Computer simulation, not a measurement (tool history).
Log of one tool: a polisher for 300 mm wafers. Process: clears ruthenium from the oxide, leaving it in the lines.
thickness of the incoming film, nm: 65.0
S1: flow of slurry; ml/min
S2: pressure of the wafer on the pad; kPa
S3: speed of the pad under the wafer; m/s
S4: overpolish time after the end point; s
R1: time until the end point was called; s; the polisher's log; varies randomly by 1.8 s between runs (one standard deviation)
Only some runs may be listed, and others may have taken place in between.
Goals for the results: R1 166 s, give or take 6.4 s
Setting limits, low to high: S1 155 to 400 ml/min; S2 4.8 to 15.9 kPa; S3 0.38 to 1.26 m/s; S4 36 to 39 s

run,day,S1,S2,S3,S4,R1
1,0,255,10.3,0.82,36,100.91
2,0.067,255,9.7,0.82,36,108.79
3,0.242,255,9.7,0.82,39,108.88
4,0.329,255,9.7,0.76,39,119.24
5,0.604,295,9.7,0.76,39,115.89
6,0.754,295,9,0.76,39,124.33
7,1.092,295,8.3,0.76,39,136.74
8,1.221,295,7.6,0.76,39,143.8

Pick the move, out of 5, that brings all results within their allowed miss; only one does.
A,1.35,295,7.6,0.74,38,?
B,1.35,305,6.9,0.86,39,?
C,1.35,320,7.6,0.72,39,?
D,1.35,280,7.6,0.82,39,?
E,1.35,290,9,0.56,36,?

move,R1
A,151.17
B,142.72
C,154.06
D,137.59
E,168.58
A: an improvement on the last run, though not all results are within tolerance
B: about as far from the targets as the last run
C: an improvement on the last run, though not all results are within tolerance
D: the biggest miss grows against the last run
E: meets every target
E is the move that brings every result within its allowed miss.
